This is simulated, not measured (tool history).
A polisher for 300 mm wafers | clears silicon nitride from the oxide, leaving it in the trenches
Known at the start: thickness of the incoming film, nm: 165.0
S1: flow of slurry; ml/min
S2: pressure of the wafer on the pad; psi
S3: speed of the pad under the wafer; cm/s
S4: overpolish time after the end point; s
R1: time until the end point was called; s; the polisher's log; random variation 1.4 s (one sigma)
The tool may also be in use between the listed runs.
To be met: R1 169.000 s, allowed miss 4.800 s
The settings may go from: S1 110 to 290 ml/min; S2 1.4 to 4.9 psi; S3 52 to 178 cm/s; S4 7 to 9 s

run    day   S1   S2   S3  S4       R1
  1  0.000  185  3.1  114   9  111.260
  2  0.288  185  3.7  114   9   94.091
  3  0.633  180  3.4  114   9  101.990
  4  0.704  180  3.1  114   9  112.430
  5  1.079  175  2.9  114   9  118.240
     1.146  -- head pressure recalibrated
  6  1.146  175  2.9  136   9  112.590
  7  1.354  175  2.9  136   9  112.560
  8  1.579  170  2.7  136   9  121.130
  9  1.758  165  2.6  136   9  124.780
 10  2.125  160  2.5  136   9  134.170
 11  2.167  150  2.4  136   9  138.820

4 next moves are on the table. One of them brings every result within its allowed miss. Which?
  A  2.208  165  2.6  136   9   ?
  B  2.208  155  2.9  134   8   ?
  C  2.208  185  2.9  128   7   ?
  D  2.208  130  1.8  154   7   ?

move       R1
   A  127.830
   B  118.060
   C  119.710
   D  169.090
A: further off than the last run
B: further off than the last run
C: further off than the last run
D: meets every target
Move D is the one to make.
